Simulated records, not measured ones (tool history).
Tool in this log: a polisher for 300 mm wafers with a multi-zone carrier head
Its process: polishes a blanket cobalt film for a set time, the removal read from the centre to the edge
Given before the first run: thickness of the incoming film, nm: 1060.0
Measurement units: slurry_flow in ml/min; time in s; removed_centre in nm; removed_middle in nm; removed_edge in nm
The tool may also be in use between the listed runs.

Run 1, hour 0: slurry_flow 185 ml/min, centre_zone 1, middle_zone 1, edge_zone 1, time 77 s. Result: removed_centre 306.9 nm, removed_middle 297.93 nm, removed_edge 308.79 nm.
Run 2, hour 3.5: slurry_flow 185 ml/min, centre_zone 0.95, middle_zone 1, edge_zone 1, time 77 s. Result: removed_centre 294.76 nm, removed_middle 296.51 nm, removed_edge 309.88 nm.
Run 3, hour 10.7: slurry_flow 185 ml/min, centre_zone 0.95, middle_zone 1, edge_zone 1.04, time 77 s. Result: removed_centre 292.08 nm, removed_middle 293.67 nm, removed_edge 316.9 nm.
Run 4, hour 16.7: slurry_flow 170 ml/min, centre_zone 0.91, middle_zone 0.98, edge_zone 1.03, time 71 s. Result: removed_centre 257.53 nm, removed_middle 262.89 nm, removed_edge 284.54 nm.
Run 5, hour 24.4: slurry_flow 170 ml/min, centre_zone 0.99, middle_zone 0.98, edge_zone 1.03, time 71 s. Result: removed_centre 272.61 nm, removed_middle 262.26 nm, removed_edge 286.21 nm.
Run 6, hour 26.3: slurry_flow 170 ml/min, centre_zone 0.99, middle_zone 0.98, edge_zone 1.03, time 82 s. Result: removed_centre 318.26 nm, removed_middle 309.31 nm, removed_edge 327.23 nm.

What does the tool deliver on the next run?
Run 7, hour 28.7: slurry_flow 155 ml/min, centre_zone 0.94, middle_zone 0.96, edge_zone 1.04, time 75 s. Result: removed_centre ?, removed_middle ?, removed_edge ?.

Run 7 yielded removed_centre 276.55 nm, removed_middle 270.52 nm, removed_edge 298.23 nm.

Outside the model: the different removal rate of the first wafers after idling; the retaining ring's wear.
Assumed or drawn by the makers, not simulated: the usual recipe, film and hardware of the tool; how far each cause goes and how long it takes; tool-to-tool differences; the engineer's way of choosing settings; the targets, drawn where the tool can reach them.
